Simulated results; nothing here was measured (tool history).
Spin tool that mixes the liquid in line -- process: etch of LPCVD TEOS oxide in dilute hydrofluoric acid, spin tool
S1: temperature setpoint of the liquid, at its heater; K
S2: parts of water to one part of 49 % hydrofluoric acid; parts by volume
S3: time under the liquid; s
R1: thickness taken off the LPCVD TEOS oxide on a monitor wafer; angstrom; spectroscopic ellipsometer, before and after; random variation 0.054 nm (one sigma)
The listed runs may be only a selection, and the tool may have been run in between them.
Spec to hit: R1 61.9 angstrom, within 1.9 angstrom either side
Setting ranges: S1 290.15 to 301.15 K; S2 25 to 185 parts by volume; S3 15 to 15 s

{"run": 1, "hour": 0.0, "S1": 293.15, "S2": 105, "S3": 15, "R1": 69.182}
{"run": 2, "hour": 3.6, "S1": 293.15, "S2": 90, "S3": 15, "R1": 83.222}
{"run": 3, "hour": 5.6, "S1": 293.15, "S2": 90, "S3": 15, "R1": 82.327}
{"run": 4, "hour": 10.0, "S1": 292.65, "S2": 90, "S3": 15, "R1": 79.931}
{"run": 5, "hour": 17.0, "S1": 292.15, "S2": 90, "S3": 15, "R1": 80.295}
{"run": 6, "hour": 23.8, "S1": 292.15, "S2": 90, "S3": 15, "R1": 79.327}
{"run": 7, "hour": 30.1, "S1": 291.65, "S2": 90, "S3": 15, "R1": 77.561}
{"run": 8, "hour": 34.2, "S1": 290.65, "S2": 100, "S3": 15, "R1": 67.099}

4 candidate next runs follow, results not yet known. Just one meets every target within its allowed miss. Identify it.
{"run": "A", "hour": 38.3, "S1": 290.15, "S2": 100, "S3": 15, "R1": "?"}
{"run": "B", "hour": 38.3, "S1": 290.65, "S2": 90, "S3": 15, "R1": "?"}
{"run": "C", "hour": 38.3, "S1": 292.65, "S2": 105, "S3": 15, "R1": "?"}
{"run": "D", "hour": 38.3, "S1": 292.65, "S2": 115, "S3": 15, "R1": "?"}

move=A R1=65.592
move=B R1=75.224
move=C R1=68.956
move=D R1=62.28
A: closes in on the targets versus the last run, not all within tolerance yet
B: moves away from the targets compared with the last run
C: moves away from the targets compared with the last run
D: each result inside its tolerance
D is the move that brings every result within its allowed miss.
